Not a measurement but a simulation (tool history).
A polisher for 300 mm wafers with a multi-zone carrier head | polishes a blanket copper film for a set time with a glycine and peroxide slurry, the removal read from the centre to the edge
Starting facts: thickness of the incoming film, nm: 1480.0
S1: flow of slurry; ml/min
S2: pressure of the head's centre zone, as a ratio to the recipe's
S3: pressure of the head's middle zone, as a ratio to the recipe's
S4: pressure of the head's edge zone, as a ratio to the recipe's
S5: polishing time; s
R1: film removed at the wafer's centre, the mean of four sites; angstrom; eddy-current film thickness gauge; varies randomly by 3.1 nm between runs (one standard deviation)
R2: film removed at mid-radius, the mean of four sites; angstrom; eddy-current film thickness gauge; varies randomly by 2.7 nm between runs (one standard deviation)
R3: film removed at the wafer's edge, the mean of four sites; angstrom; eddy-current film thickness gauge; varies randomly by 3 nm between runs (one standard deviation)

Run 1, day 0.000: S1 185 ml/min, S2 1.00, S3 1.00, S4 1.00, S5 75 s. Result: R1 4086.3 angstrom, R2 4241.3 angstrom, R3 4090.0 angstrom.
Run 2, day 0.362: S1 180 ml/min, S2 1.00, S3 0.97, S4 0.98, S5 69 s. Result: R1 3815.1 angstrom, R2 3743.9 angstrom, R3 3689.1 angstrom.
Run 3, day 0.658: S1 180 ml/min, S2 1.00, S3 0.97, S4 0.94, S5 69 s. Result: R1 3795.2 angstrom, R2 3742.3 angstrom, R3 3687.3 angstrom.
Run 4, day 0.696: S1 180 ml/min, S2 1.00, S3 0.97, S4 0.94, S5 77 s. Result: R1 4183.3 angstrom, R2 4181.3 angstrom, R3 3957.1 angstrom.
At day 0.954: edge zone pressure recalibrated.
Run 5, day 0.954: S1 170 ml/min, S2 0.99, S3 0.95, S4 0.92, S5 72 s. Result: R1 3844.3 angstrom, R2 3786.9 angstrom, R3 3808.3 angstrom.
Run 6, day 1.046: S1 170 ml/min, S2 0.92, S3 0.95, S4 0.92, S5 72 s. Result: R1 3548.4 angstrom, R2 3776.2 angstrom, R3 3857.6 angstrom.

Predict the results of run 7:
Run 7, day 1.400: S1 175 ml/min, S2 0.94, S3 0.94, S4 0.91, S5 66 s. Result: R1 ?, R2 ?, R3 ?.

{"run 7": {"R1": 3287.4, "R2": 3467.0, "R3": 3536.9}}

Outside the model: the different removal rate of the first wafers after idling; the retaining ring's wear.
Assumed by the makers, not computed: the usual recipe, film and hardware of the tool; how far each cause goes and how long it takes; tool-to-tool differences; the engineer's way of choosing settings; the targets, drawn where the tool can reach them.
